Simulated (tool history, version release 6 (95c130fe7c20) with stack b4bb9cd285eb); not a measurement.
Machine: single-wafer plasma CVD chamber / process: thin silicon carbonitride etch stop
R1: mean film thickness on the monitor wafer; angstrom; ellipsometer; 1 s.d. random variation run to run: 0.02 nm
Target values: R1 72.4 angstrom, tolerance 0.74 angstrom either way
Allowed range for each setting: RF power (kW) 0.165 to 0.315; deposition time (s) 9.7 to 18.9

Run 1, hour 0: RF power (kW) 0.24, deposition time (s) 14.3. Result: R1 87.881 angstrom.
Run 2, hour 8.3: RF power (kW) 0.225, deposition time (s) 14. Result: R1 84.67 angstrom.
Run 3, hour 11.3: RF power (kW) 0.215, deposition time (s) 13.7. Result: R1 81.86 angstrom.
Run 4, hour 18.3: RF power (kW) 0.215, deposition time (s) 14.6. Result: R1 87.522 angstrom.
Run 5, hour 24.4: RF power (kW) 0.215, deposition time (s) 15.8. Result: R1 94.361 angstrom.
Run 6, hour 26.9: RF power (kW) 0.205, deposition time (s) 15.2. Result: R1 89.936 angstrom.
Run 7, hour 28.3: RF power (kW) 0.2, deposition time (s) 14.7. Result: R1 86.208 angstrom.
Run 8, hour 29.1: RF power (kW) 0.165, deposition time (s) 12.4. Result: R1 69.411 angstrom.
Run 9, hour 35: RF power (kW) 0.165, deposition time (s) 12.4. Result: R1 69.355 angstrom.
Run 10, hour 36.3: RF power (kW) 0.17, deposition time (s) 12.4. Result: R1 70.166 angstrom.

Pick the move, out of 4, that brings all results within their allowed miss; only one does.
Run A, hour 37.6: RF power (kW) 0.17, deposition time (s) 13.2. Result: R1 ?.
Run B, hour 37.6: RF power (kW) 0.165, deposition time (s) 12.6. Result: R1 ?.
Run C, hour 37.6: RF power (kW) 0.185, deposition time (s) 12.6. Result: R1 ?.
Run D, hour 37.6: RF power (kW) 0.165, deposition time (s) 12.1. Result: R1 ?.

move      R1
   A  74.345
   B  70.446
   C  72.475
   D  67.651
A: pushes the last run's worst result past its target
B: an improvement on the last run, though not all results are within tolerance
C: every result lands within tolerance
D: the biggest miss grows against the last run
Move C is the one to make.
